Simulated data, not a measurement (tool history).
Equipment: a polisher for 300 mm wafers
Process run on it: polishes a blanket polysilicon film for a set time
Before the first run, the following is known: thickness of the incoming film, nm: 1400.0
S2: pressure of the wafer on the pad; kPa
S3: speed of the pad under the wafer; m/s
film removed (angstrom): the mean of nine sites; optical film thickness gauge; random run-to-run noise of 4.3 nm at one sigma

Run 1, hour 0.0: flow of slurry (ml/min) 260, S2 20.7 kPa, S3 0.90 m/s, polishing time (s) 90. Result: film removed (angstrom) 6050.9.
Run 2, hour 0.8: flow of slurry (ml/min) 260, S2 23.4 kPa, S3 0.90 m/s, polishing time (s) 90. Result: film removed (angstrom) 6800.7.
Run 3, hour 4.3: flow of slurry (ml/min) 260, S2 19.3 kPa, S3 0.88 m/s, polishing time (s) 90. Result: film removed (angstrom) 5559.1.
Run 4, hour 11.1: flow of slurry (ml/min) 260, S2 16.5 kPa, S3 0.88 m/s, polishing time (s) 90. Result: film removed (angstrom) 4720.3.
Run 5, hour 19.8: flow of slurry (ml/min) 260, S2 15.2 kPa, S3 0.88 m/s, polishing time (s) 90. Result: film removed (angstrom) 4323.8.
Run 6, hour 23.8: flow of slurry (ml/min) 260, S2 15.2 kPa, S3 0.88 m/s, polishing time (s) 90. Result: film removed (angstrom) 4367.6.

Run 7 is up next; what results do you expect?
Run 7, hour 31.8: flow of slurry (ml/min) 260, S2 14.5 kPa, S3 0.88 m/s, polishing time (s) 90. Result: film removed (angstrom) ?.

Run 7 came out at film removed (angstrom) 4108.7.
